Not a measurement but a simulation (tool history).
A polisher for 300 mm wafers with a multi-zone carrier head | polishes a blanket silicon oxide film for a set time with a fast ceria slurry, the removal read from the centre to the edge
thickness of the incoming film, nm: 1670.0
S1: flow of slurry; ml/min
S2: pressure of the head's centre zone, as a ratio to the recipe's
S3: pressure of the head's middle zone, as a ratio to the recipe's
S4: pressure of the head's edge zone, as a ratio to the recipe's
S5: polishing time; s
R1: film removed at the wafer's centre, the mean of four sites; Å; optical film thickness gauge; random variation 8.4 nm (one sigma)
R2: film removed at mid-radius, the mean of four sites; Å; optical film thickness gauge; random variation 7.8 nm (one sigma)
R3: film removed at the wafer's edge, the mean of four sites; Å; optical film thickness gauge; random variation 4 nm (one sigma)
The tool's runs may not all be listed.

| run | hour | S1 | S2 | S3 | S4 | S5 | R1 | R2 | R3 |
|---|---|---|---|---|---|---|---|---|---|
| 1 | 0 | 135 | 1 | 1 | 1 | 35 | 6877.3 | 7076.7 | 6842.3 |
| 2 | 3.5 | 130 | 1.01 | 1 | 0.97 | 34 | 6710.4 | 6717.9 | 6435.6 |
| 3 | 5.6 | 125 | 1.01 | 1 | 0.94 | 34 | 6571.6 | 6591.4 | 6249.2 |
| 4 | 13 | 120 | 1.02 | 1.01 | 0.91 | 34 | 6592.8 | 6637.6 | 6209.3 |
| 5 | 13.6 | 105 | 1.02 | 1.01 | 0.91 | 34 | 6209.8 | 6350.8 | 6000.6 |
| 6 | 15.4 | 105 | 1.05 | 1.01 | 0.91 | 34 | 6535.5 | 6492.1 | 6042.6 |

Forecast run 7:
| 7 | 18.1 | 105 | 1.05 | 1.01 | 0.91 | 34 | ? | ? | ? |

Run 7 gave R1 6533.3 Å, R2 6591.2 Å, R3 6069 Å.
